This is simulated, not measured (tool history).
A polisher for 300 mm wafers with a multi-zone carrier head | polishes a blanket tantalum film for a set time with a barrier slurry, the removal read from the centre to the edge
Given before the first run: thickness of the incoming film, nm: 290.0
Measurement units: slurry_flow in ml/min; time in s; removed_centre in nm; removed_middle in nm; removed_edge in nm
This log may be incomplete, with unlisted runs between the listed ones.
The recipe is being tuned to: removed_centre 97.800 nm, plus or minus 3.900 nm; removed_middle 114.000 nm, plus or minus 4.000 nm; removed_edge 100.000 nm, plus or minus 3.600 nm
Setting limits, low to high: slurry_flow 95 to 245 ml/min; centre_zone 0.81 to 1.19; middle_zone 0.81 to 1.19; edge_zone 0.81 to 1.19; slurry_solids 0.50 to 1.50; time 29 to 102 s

run	hour	slurry_flow	centre_zone	middle_zone	edge_zone	slurry_solids	time	removed_centre	removed_middle	removed_edge
1	0.0	155	1.00	1.00	1.00	1.00	65	82.846	86.473	85.474
2	4.5	155	1.00	1.00	1.00	1.00	58	74.528	76.269	75.903
3	11.5	155	1.00	1.04	1.00	1.00	58	74.230	78.093	74.718
4	12.1	165	0.99	1.07	1.02	1.10	60	77.332	85.917	82.541
5	14.6	175	1.01	1.10	1.01	1.20	61	84.669	93.833	84.991
6	15.3	185	1.01	1.12	1.03	1.25	61	85.679	94.654	87.418
# hour 23.2: worn pad replaced by a new one
7	23.2	190	1.01	1.14	1.03	1.30	62	94.024	105.820	93.461
8	30.7	195	1.00	1.15	1.04	1.30	62	92.663	108.240	96.079
9	35.0	200	1.00	1.15	1.04	1.30	62	92.568	108.370	96.221

Which one of the following 4 next-run settings gets every result inside its allowed miss? There is exactly one.
A	39.3	180	0.99	1.14	1.02	1.35	66	?	?	?
B	39.3	205	1.05	1.08	1.03	1.40	59	?	?	?
C	39.3	170	0.98	1.10	0.95	1.10	67	?	?	?
D	39.3	200	1.07	1.08	1.10	1.35	61	?	?	?

move	removed_centre	removed_middle	removed_edge
A	95.763	112.850	99.451
B	93.281	98.705	91.248
C	90.549	104.690	92.202
D	97.144	100.870	96.433
A: hits every target within its allowed miss
B: misses by more than the last run did
C: misses by more than the last run did
D: misses by more than the last run did
So the answer is move A, the one that meets all the targets.
